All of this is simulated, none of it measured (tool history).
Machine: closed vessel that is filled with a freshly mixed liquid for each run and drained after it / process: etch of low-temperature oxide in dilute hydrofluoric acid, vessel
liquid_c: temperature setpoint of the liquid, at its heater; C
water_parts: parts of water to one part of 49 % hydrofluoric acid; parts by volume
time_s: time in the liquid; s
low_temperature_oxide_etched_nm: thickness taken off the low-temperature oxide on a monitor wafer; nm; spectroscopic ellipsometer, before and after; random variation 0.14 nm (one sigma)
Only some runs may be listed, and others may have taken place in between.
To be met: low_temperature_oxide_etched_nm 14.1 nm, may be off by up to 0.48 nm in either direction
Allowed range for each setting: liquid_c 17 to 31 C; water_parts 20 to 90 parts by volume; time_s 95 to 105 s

run,hour,liquid_c,water_parts,time_s,low_temperature_oxide_etched_nm
1,0,23,50,95,19.208
2,6,21.5,50,95,17.847
3,12.5,19.5,50,95,16.525
4,14.2,19.5,50,95,16.69
5,19.2,19,50,95,15.99
6,23.2,18.5,50,95,15.879
7,30.8,18,50,95,15.618
8,35.3,17.5,50,95,15.397
9,41.7,17,50,95,14.936
10,48.4,17,55,95,13.356

Which of these 4 next moves meets every target?
A,55.1,21.5,70,100,?
B,55.1,19,60,100,?
C,55.1,17,60,100,?
D,55.1,19,65,100,?

move,low_temperature_oxide_etched_nm
A,13.165
B,13.995
C,12.846
D,12.845
A: its largest miss is bigger than the last run's
B: all results land within tolerance of their targets
C: its largest miss is bigger than the last run's
D: its largest miss is bigger than the last run's
B meets every target.
